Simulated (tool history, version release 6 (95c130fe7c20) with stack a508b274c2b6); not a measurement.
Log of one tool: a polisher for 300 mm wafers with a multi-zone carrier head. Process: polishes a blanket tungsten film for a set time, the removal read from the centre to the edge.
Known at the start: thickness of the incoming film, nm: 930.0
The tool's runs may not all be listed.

run,day,flow of slurry (ml/min),pressure of the head's centre zone,pressure of the head's middle zone,pressure of the head's edge zone,abrasive content of the slurry,polishing time (s),film removed at the wafer's centre (angstrom),film removed at mid-radius (angstrom),film removed at the wafer's edge (angstrom)
1,0.000,255,1.00,1.00,1.00,1.00,68,1866.3,1909.7,1894.6
2,0.271,255,1.00,1.00,1.08,1.00,68,1853.6,1888.1,1967.1
3,0.308,255,1.00,1.00,1.08,1.00,51,1395.1,1416.1,1458.7
4,0.608,275,1.02,1.05,1.06,1.15,54,1577.8,1642.6,1588.5
5,0.783,275,1.08,1.05,1.06,1.15,54,1675.0,1634.4,1616.4
6,0.888,295,1.08,1.09,1.05,1.25,56,1784.8,1822.0,1686.1
7,0.912,310,1.08,1.12,1.05,1.30,57,1834.8,1897.7,1747.9
8,1.029,315,1.07,1.14,1.02,1.35,59,1933.1,2043.0,1818.4
# day 1.346: worn pad replaced by a new one
9,1.346,325,1.06,1.15,1.00,1.40,60,2072.2,2275.3,2001.1
10,1.517,325,1.06,1.16,0.98,1.35,60,2091.4,2269.3,1935.6

Forecast run 11:
11,1.804,330,1.05,1.17,0.98,1.35,60,?,?,?

Run 11 gave film removed at the wafer's centre (angstrom) 2089.3, film removed at mid-radius (angstrom) 2289.0, film removed at the wafer's edge (angstrom) 1945.9.

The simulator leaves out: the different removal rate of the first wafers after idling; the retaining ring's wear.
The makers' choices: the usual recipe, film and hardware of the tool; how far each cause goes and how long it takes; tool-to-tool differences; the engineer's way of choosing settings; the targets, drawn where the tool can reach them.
